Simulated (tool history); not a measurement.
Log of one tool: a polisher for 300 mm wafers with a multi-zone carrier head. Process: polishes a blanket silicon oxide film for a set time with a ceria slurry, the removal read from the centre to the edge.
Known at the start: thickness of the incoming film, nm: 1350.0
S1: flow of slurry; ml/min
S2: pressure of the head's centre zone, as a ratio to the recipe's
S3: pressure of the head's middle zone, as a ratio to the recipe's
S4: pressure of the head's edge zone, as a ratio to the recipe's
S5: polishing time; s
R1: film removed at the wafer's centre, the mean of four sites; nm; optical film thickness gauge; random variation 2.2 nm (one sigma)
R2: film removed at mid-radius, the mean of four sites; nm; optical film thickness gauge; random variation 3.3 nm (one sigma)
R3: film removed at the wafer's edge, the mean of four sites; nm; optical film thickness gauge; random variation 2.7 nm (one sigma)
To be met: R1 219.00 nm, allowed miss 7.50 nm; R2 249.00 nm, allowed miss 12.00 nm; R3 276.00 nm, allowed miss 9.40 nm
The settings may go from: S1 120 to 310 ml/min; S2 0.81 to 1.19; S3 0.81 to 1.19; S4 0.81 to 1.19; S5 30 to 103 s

Run 1, day 0.000: S1 200 ml/min, S2 1.00, S3 1.00, S4 1.00, S5 66 s. Result: R1 341.82 nm, R2 358.70 nm, R3 350.32 nm.
Run 2, day 0.229: S1 200 ml/min, S2 1.00, S3 1.00, S4 1.00, S5 76 s. Result: R1 394.29 nm, R2 419.14 nm, R3 397.35 nm.
Run 3, day 0.350: S1 190 ml/min, S2 0.97, S3 0.98, S4 1.00, S5 72 s. Result: R1 362.14 nm, R2 383.51 nm, R3 373.22 nm.
Run 4, day 0.467: S1 190 ml/min, S2 0.97, S3 0.95, S4 1.00, S5 72 s. Result: R1 359.73 nm, R2 384.19 nm, R3 381.94 nm.
Run 5, day 0.600: S1 190 ml/min, S2 0.97, S3 0.95, S4 1.04, S5 72 s. Result: R1 367.50 nm, R2 372.13 nm, R3 389.36 nm.
Run 6, day 0.754: S1 190 ml/min, S2 0.97, S3 0.91, S4 1.04, S5 72 s. Result: R1 358.35 nm, R2 365.12 nm, R3 388.82 nm.
Run 7, day 0.908: S1 185 ml/min, S2 0.94, S3 0.90, S4 1.03, S5 68 s. Result: R1 331.59 nm, R2 343.83 nm, R3 357.30 nm.
Run 8, day 1.250: S1 140 ml/min, S2 0.84, S3 0.85, S4 1.13, S5 50 s. Result: R1 206.59 nm, R2 219.49 nm, R3 272.25 nm.

4 next moves are on the table. One of them brings every result within its allowed miss. Which?
Run A, day 1.592: S1 135 ml/min, S2 0.81, S3 1.02, S4 0.99, S5 51 s. Result: R1 ?, R2 ?, R3 ?.
Run B, day 1.592: S1 155 ml/min, S2 0.82, S3 0.86, S4 1.00, S5 53 s. Result: R1 ?, R2 ?, R3 ?.
Run C, day 1.592: S1 150 ml/min, S2 0.81, S3 0.94, S4 1.14, S5 50 s. Result: R1 ?, R2 ?, R3 ?.
Run D, day 1.592: S1 140 ml/min, S2 0.88, S3 0.94, S4 0.98, S5 51 s. Result: R1 ?, R2 ?, R3 ?.

move      R1      R2      R3
   A  202.73  262.88  254.62
   B  219.17  242.87  271.30
   C  203.03  245.24  271.81
   D  222.01  247.02  254.90
A: takes the result that was furthest off past its target
B: meets every target
C: brings the result that was furthest off to its target, and leaves another outside
D: brings the result that was furthest off to its target, and leaves another outside
The right move is B.

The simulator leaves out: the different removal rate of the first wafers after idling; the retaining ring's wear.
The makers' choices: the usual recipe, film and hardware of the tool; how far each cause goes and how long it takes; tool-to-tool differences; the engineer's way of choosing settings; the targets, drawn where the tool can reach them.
